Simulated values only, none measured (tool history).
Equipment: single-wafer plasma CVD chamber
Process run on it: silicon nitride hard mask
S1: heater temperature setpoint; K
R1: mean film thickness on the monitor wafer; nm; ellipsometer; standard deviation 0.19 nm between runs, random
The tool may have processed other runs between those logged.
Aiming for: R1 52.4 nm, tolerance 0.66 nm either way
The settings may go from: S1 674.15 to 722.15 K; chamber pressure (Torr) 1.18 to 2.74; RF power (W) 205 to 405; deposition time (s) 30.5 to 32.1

run 1 hour=0 | S1=698.15 chamber_pressure_(Torr)=1.96 RF_power_(W)=305 deposition_time_(s)=32.1 | R1=42.838
run 2 hour=0.5 | S1=698.15 chamber_pressure_(Torr)=2.14 RF_power_(W)=315 deposition_time_(s)=32.1 | R1=44.979
run 3 hour=1.9 | S1=698.15 chamber_pressure_(Torr)=1.8 RF_power_(W)=315 deposition_time_(s)=32.1 | R1=43.157
run 4 hour=5.1 | S1=698.15 chamber_pressure_(Torr)=2.12 RF_power_(W)=315 deposition_time_(s)=32.1 | R1=44.686
run 5 hour=8.9 | S1=704.15 chamber_pressure_(Torr)=2.12 RF_power_(W)=315 deposition_time_(s)=32.1 | R1=44.722
run 6 hour=12.3 | S1=704.15 chamber_pressure_(Torr)=2.12 RF_power_(W)=315 deposition_time_(s)=32.1 | R1=44.824
run 7 hour=13.4 | S1=703.15 chamber_pressure_(Torr)=2.51 RF_power_(W)=360 deposition_time_(s)=32.1 | R1=50.695
run 8 hour=21.8 | S1=703.15 chamber_pressure_(Torr)=2.56 RF_power_(W)=360 deposition_time_(s)=32.1 | R1=51.108
run 9 hour=23 | S1=703.15 chamber_pressure_(Torr)=2.56 RF_power_(W)=360 deposition_time_(s)=32.1 | R1=50.783
run 10 hour=26.8 | S1=703.15 chamber_pressure_(Torr)=2.6 RF_power_(W)=360 deposition_time_(s)=32.1 | R1=51.055
run 11 hour=34.2 | S1=703.15 chamber_pressure_(Torr)=2.63 RF_power_(W)=360 deposition_time_(s)=32.1 | R1=51.219
run 12 hour=40.3 | S1=703.15 chamber_pressure_(Torr)=2.65 RF_power_(W)=360 deposition_time_(s)=32.1 | R1=51.041

Exercise: of the 4 proposed moves below, exactly one satisfies all targets within the stated allowed misses. Which move is it?
run A hour=46.4 | S1=699.15 chamber_pressure_(Torr)=2.72 RF_power_(W)=355 deposition_time_(s)=31.6 | R1=?
run B hour=46.4 | S1=703.15 chamber_pressure_(Torr)=2.62 RF_power_(W)=380 deposition_time_(s)=31.9 | R1=?
run C hour=46.4 | S1=701.15 chamber_pressure_(Torr)=2.74 RF_power_(W)=355 deposition_time_(s)=31.2 | R1=?
run D hour=46.4 | S1=705.15 chamber_pressure_(Torr)=2.62 RF_power_(W)=355 deposition_time_(s)=31.9 | R1=?

move=A R1=50.612
move=B R1=52.813
move=C R1=49.999
move=D R1=50.547
A: further off than the last run
B: all results in spec
C: further off than the last run
D: further off than the last run
B is the move that brings every result within its allowed miss.
